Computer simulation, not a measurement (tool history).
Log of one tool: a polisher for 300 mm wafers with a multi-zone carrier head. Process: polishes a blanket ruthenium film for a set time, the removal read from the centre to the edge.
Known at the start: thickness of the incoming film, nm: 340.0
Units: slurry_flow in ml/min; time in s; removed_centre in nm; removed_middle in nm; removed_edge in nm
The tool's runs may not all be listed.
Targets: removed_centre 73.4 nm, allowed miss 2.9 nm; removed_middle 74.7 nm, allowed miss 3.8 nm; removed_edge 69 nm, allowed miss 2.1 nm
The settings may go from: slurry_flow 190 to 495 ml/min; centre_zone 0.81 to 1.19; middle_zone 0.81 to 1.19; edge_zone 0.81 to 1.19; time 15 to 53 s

run  hour  slurry_flow  centre_zone  middle_zone  edge_zone  time  removed_centre  removed_middle  removed_edge
  1     0          320            1            1          1    34          59.367          59.451         58.56
  2   1.1          320            1            1       1.06    34          60.279           57.17        60.288
  3   7.9          320         1.05            1       1.06    34          61.818          59.354        59.755
  4  12.7          320         1.05         1.07       1.06    34          61.739          61.768        59.634
  5  20.1          320         1.05         1.04       1.06    34          61.796          60.564        61.227
  6  24.1          325         1.08         1.07       1.06    35          66.094          64.872        62.348
  7  30.1          325         1.08         1.07       1.06    35          65.608          63.838        61.597
  8  38.6          325         1.08         1.09       1.07    36          67.245          66.014        63.871
  9  45.1          330         1.08         1.11       1.07    37          69.213          71.207        66.232
 10  53.6          335         1.09         1.12       1.08    37          70.276          70.842        66.687
 11  57.1          340          1.1         1.13       1.09    37          70.937          70.346         67.01
 12  65.9          340          1.1         1.14       1.09    37          71.815          73.009        66.236

Which of these 5 next moves meets every target?
  A  74.7          415         1.09         1.12       1.09    38               ?               ?             ?
  B  74.7          320         0.96         1.19       1.03    40               ?               ?             ?
  C  74.7          305         0.98         1.09       1.12    40               ?               ?             ?
  D  74.7          285         0.94         1.19        1.1    42               ?               ?             ?
  E  74.7          255         1.04         1.09       1.12    42               ?               ?             ?

move  removed_centre  removed_middle  removed_edge
   A           74.18           74.25        70.035
   B          67.056          80.576        70.373
   C          68.043          74.325        73.203
   D          67.987          83.554        75.626
   E          74.091          76.373        75.632
A: meets every target
B: brings the result that was furthest off to its target, and leaves another outside
C: takes the result that was furthest off past its target
D: takes the result that was furthest off past its target
E: takes the result that was furthest off past its target
Move A is the one to make.
